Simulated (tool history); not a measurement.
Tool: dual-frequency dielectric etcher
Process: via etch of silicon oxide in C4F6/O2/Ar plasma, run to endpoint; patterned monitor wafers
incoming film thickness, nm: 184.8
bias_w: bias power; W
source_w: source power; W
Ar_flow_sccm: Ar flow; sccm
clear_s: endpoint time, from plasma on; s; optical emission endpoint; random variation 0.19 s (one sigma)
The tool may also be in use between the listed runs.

{"run": 1, "hour": 0.0, "bias_w": 624, "source_w": 230, "Ar_flow_sccm": 336, "clear_s": 43.026}
{"run": 2, "hour": 5.9, "bias_w": 665, "source_w": 230, "Ar_flow_sccm": 335, "clear_s": 42.265}
{"run": 3, "hour": 13.0, "bias_w": 704, "source_w": 230, "Ar_flow_sccm": 334, "clear_s": 40.911}
{"run": 4, "hour": 18.7, "bias_w": 653, "source_w": 230, "Ar_flow_sccm": 334, "clear_s": 42.432}
{"run": 5, "hour": 26.4, "bias_w": 689, "source_w": 230, "Ar_flow_sccm": 334, "clear_s": 41.53}
{"run": 6, "hour": 28.1, "bias_w": 689, "source_w": 230, "Ar_flow_sccm": 311, "clear_s": 40.848}
{"run": 7, "hour": 32.6, "bias_w": 710, "source_w": 230, "Ar_flow_sccm": 311, "clear_s": 40.145}
{"run": 8, "hour": 37.6, "bias_w": 724, "source_w": 230, "Ar_flow_sccm": 311, "clear_s": 40.103}
{"run": 9, "hour": 46.1, "bias_w": 739, "source_w": 230, "Ar_flow_sccm": 311, "clear_s": 39.982}

Run 10 comes next. What will it give?
{"run": 10, "hour": 50.7, "bias_w": 754, "source_w": 230, "Ar_flow_sccm": 311, "clear_s": "?"}

clear_s: 39.387 s

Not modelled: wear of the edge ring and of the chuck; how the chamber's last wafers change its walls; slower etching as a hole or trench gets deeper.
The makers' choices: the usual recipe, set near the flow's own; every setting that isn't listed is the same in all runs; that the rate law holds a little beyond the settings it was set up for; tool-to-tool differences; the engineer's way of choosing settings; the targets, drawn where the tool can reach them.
